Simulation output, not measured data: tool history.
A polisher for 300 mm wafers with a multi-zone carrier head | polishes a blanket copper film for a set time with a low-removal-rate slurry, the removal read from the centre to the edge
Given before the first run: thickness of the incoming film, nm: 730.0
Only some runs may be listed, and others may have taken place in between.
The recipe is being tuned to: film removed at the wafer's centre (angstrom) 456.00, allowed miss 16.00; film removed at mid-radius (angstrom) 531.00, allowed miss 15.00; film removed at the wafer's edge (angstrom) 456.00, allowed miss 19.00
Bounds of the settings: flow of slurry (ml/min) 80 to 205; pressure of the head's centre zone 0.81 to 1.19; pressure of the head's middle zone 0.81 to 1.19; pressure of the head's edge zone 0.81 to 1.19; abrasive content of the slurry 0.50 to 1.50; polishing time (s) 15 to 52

run    day  flow of slurry (ml/min)  pressure of the head's centre zone  pressure of the head's middle zone  pressure of the head's edge zone  abrasive content of the slurry  polishing time (s)  film removed at the wafer's centre (angstrom)  film removed at mid-radius (angstrom)  film removed at the wafer's edge (angstrom)
  1  0.000                      135                                1.00                                1.00                              1.00                            1.00                  33                                         808.59                                 799.52                                       795.99
  2  0.025                      135                                1.08                                1.00                              1.00                            1.00                  33                                         862.24                                 790.57                                       809.71
  3  0.104                      135                                1.08                                1.00                              1.00                            0.90                  33                                         843.26                                 775.61                                       784.85
  4  0.262                      130                                1.03                                1.00                              0.96                            0.80                  31                                         729.73                                 705.84                                       691.77
  5  0.625                      125                                0.99                                1.01                              0.93                            0.75                  29                                         637.16                                 654.72                                       623.77
  6  0.883                      125                                0.99                                0.94                              0.93                            0.75                  29                                         628.31                                 617.20                                       623.66
  7  0.921                      125                                0.97                                0.96                              0.90                            0.70                  28                                         598.78                                 587.23                                       572.89
  8  0.954                      120                                0.94                                0.98                              0.88                            0.65                  27                                         530.64                                 552.59                                       537.96
  9  1.142                      120                                0.94                                1.01                              0.86                            0.60                  26                                         510.96                                 542.24                                       503.61
 10  1.408                      115                                0.93                                1.03                              0.85                            0.60                  26                                         492.91                                 547.35                                       496.76
 11  1.529                      110                                0.93                                1.04                              0.84                            0.60                  26                                         487.00                                 542.55                                       488.38

5 candidate next runs follow, results not yet known. Just one meets every target within its allowed miss. Identify it.
  A  1.650                      110                                0.85                                1.03                              0.83                            0.50                  28                                              ?                                      ?                                            ?
  B  1.650                      125                                0.92                                0.94                              0.88                            0.70                  26                                              ?                                      ?                                            ?
  C  1.650                      100                                0.93                                1.08                              0.81                            0.50                  26                                              ?                                      ?                                            ?
  D  1.650                      100                                0.89                                1.04                              0.97                            0.75                  24                                              ?                                      ?                                            ?
  E  1.650                      105                                0.98                                1.03                              0.86                            0.55                  26                                              ?                                      ?                                            ?

move  film removed at the wafer's centre (angstrom)  film removed at mid-radius (angstrom)  film removed at the wafer's edge (angstrom)
   A                                         463.82                                 558.70                                       500.21
   B                                         525.58                                 544.09                                       533.30
   C                                         463.32                                 529.40                                       454.30
   D                                         459.15                                 532.87                                       511.27
   E                                         506.98                                 529.24                                       482.87
A: gets the furthest-off result to its target, but another result is out of tolerance
B: moves away from the targets compared with the last run
C: every result within its allowed miss
D: gets the furthest-off result to its target, but another result is out of tolerance
E: moves away from the targets compared with the last run
Move C is the one to make.
